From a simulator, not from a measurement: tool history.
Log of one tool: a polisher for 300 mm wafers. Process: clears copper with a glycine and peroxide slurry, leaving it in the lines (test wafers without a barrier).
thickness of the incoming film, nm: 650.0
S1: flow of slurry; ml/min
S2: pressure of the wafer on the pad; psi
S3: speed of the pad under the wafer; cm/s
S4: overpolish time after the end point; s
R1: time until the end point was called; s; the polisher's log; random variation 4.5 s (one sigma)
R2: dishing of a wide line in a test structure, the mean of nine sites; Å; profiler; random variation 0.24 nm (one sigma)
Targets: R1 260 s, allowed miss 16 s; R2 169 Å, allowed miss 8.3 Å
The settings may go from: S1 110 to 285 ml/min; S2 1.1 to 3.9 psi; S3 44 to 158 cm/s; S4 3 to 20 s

run	hour	S1	S2	S3	S4	R1	R2
1	0	180	2.5	100	10	132.92	274.66
2	0.7	175	2	90	10	183.02	230.64
3	7.7	175	1.7	88	9	204.8	189.93
4	8.6	175	2.2	88	9	168.84	218.92
5	16.8	175	2.5	88	9	152.69	238.2
6	18.5	175	3.1	88	9	130.26	265.23
7	22.4	170	2.4	84	9	167.01	226.45
8	26.5	170	2	82	9	194.86	199.86
9	29.3	170	2	82	9	189.54	199.29
10	35	170	1.7	80	9	222.57	174.44
11	38.7	165	1.6	80	9	225.95	168.3
12	40.2	165	1.5	80	10	233.51	178.72

Which of these 4 next moves meets every target?
A	41.7	170	1.6	84	9	?	?
B	41.7	140	1.7	66	10	?	?
C	41.7	115	1.5	108	9	?	?
D	41.7	215	1.1	110	10	?	?

move	R1	R2
A	221.43	176.77
B	257.23	171.76
C	205.91	186
D	231.07	184.97
A: further off than the last run
B: meets every target
C: further off than the last run
D: further off than the last run
The right move is B.
